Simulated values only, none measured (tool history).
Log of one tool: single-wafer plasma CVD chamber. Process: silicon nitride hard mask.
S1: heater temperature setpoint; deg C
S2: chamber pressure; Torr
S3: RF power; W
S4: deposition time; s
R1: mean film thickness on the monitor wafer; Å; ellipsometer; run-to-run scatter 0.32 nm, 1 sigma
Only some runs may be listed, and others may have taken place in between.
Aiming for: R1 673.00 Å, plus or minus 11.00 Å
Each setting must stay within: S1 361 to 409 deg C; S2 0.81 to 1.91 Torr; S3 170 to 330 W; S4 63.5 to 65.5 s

run	hour	S1	S2	S3	S4	R1
1	0.0	385	1.36	250	63.5	599.10
2	1.0	385	1.59	250	63.5	622.44
3	3.5	385	1.59	230	63.5	595.22
4	10.9	385	1.65	235	63.6	607.63
5	14.1	385	1.69	240	63.7	622.95
6	21.4	385	1.73	245	63.7	631.99
7	28.3	385	1.76	250	63.7	644.09
8	33.5	385	1.78	250	63.7	644.80
9	41.6	385	1.80	250	63.7	646.36

Below are 5 possible settings for the next run. Only one of them brings all results inside the allowed miss of their targets. Which is it?
A	49.7	386	1.59	245	65.0	?
B	49.7	387	1.86	255	64.9	?
C	49.7	385	1.73	245	64.6	?
D	49.7	371	1.88	225	63.5	?
E	49.7	388	1.90	220	64.2	?

move	R1
A	629.65
B	669.41
C	641.19
D	623.60
E	620.69
A: misses by more than the last run did
B: every result lands within tolerance
C: misses by more than the last run did
D: misses by more than the last run did
E: misses by more than the last run did
B is the move that brings every result within its allowed miss.
